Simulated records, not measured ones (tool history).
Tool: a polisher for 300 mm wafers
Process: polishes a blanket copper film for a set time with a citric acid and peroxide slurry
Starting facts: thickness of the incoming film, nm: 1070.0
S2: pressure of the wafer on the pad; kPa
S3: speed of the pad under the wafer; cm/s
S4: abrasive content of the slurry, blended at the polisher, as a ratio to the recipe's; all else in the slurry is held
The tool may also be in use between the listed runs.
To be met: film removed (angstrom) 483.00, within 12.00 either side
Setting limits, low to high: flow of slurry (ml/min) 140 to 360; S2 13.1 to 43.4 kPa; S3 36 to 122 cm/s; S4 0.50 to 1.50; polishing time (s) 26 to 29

run 1 hour=0.0 | flow_of_slurry_(ml/min)=230 S2=28.3 S3=78 S4=1.00 polishing_time_(s)=29 | film_removed_(angstrom)=669.46
run 2 hour=3.0 | flow_of_slurry_(ml/min)=230 S2=28.3 S3=78 S4=1.00 polishing_time_(s)=29 | film_removed_(angstrom)=667.28
run 3 hour=7.3 | flow_of_slurry_(ml/min)=230 S2=28.3 S3=98 S4=1.00 polishing_time_(s)=29 | film_removed_(angstrom)=839.61
run 4 hour=13.1 | flow_of_slurry_(ml/min)=230 S2=28.3 S3=98 S4=1.00 polishing_time_(s)=29 | film_removed_(angstrom)=825.61
run 5 hour=15.3 | flow_of_slurry_(ml/min)=230 S2=28.3 S3=98 S4=1.10 polishing_time_(s)=29 | film_removed_(angstrom)=840.94
run 6 hour=17.7 | flow_of_slurry_(ml/min)=230 S2=28.3 S3=98 S4=1.10 polishing_time_(s)=26 | film_removed_(angstrom)=760.79
run 7 hour=25.0 | flow_of_slurry_(ml/min)=230 S2=26.9 S3=98 S4=1.10 polishing_time_(s)=26 | film_removed_(angstrom)=728.36
run 8 hour=29.7 | flow_of_slurry_(ml/min)=230 S2=25.5 S3=98 S4=1.10 polishing_time_(s)=26 | film_removed_(angstrom)=687.83

Exercise: of the 4 proposed moves below, exactly one satisfies all targets within the stated allowed misses. Which move is it?
run A hour=34.4 | flow_of_slurry_(ml/min)=220 S2=33.1 S3=94 S4=1.20 polishing_time_(s)=29 | film_removed_(angstrom)=?
run B hour=34.4 | flow_of_slurry_(ml/min)=235 S2=22.8 S3=76 S4=1.10 polishing_time_(s)=26 | film_removed_(angstrom)=?
run C hour=34.4 | flow_of_slurry_(ml/min)=235 S2=19.3 S3=96 S4=1.10 polishing_time_(s)=26 | film_removed_(angstrom)=?
run D hour=34.4 | flow_of_slurry_(ml/min)=205 S2=33.1 S3=82 S4=1.15 polishing_time_(s)=27 | film_removed_(angstrom)=?

move=A film_removed_(angstrom)=961.43
move=B film_removed_(angstrom)=486.59
move=C film_removed_(angstrom)=523.20
move=D film_removed_(angstrom)=770.42
A: the biggest miss grows against the last run
B: hits every target within its allowed miss
C: moves toward the targets from the last run without getting all of them in spec
D: the biggest miss grows against the last run
B is the move that brings every result within its allowed miss.
